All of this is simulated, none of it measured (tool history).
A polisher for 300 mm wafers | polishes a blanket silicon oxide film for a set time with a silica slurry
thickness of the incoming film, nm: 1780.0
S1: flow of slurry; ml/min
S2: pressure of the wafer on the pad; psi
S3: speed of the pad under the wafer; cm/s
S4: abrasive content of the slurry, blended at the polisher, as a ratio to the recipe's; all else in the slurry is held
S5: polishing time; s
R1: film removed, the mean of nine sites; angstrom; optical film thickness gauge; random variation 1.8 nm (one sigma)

Run 1, hour 0.0: S1 185 ml/min, S2 4.2 psi, S3 110 cm/s, S4 1.00, S5 72 s. Result: R1 1914.3 angstrom.
Run 2, hour 1.8: S1 140 ml/min, S2 4.2 psi, S3 110 cm/s, S4 1.00, S5 72 s. Result: R1 1843.7 angstrom.
Run 3, hour 7.7: S1 140 ml/min, S2 4.2 psi, S3 110 cm/s, S4 0.85, S5 72 s. Result: R1 1737.2 angstrom.
Run 4, hour 8.4: S1 165 ml/min, S2 4.2 psi, S3 110 cm/s, S4 0.85, S5 72 s. Result: R1 1771.0 angstrom.
Run 5, hour 11.4: S1 165 ml/min, S2 4.2 psi, S3 110 cm/s, S4 0.85, S5 76 s. Result: R1 1895.9 angstrom.
Run 6, hour 16.9: S1 165 ml/min, S2 4.1 psi, S3 110 cm/s, S4 0.85, S5 76 s. Result: R1 1859.8 angstrom.

The next listed run, before its measurement:
Run 7, hour 18.5: S1 165 ml/min, S2 4.0 psi, S3 110 cm/s, S4 0.85, S5 76 s. Result: R1 ?.

R1: 1800.0 angstrom
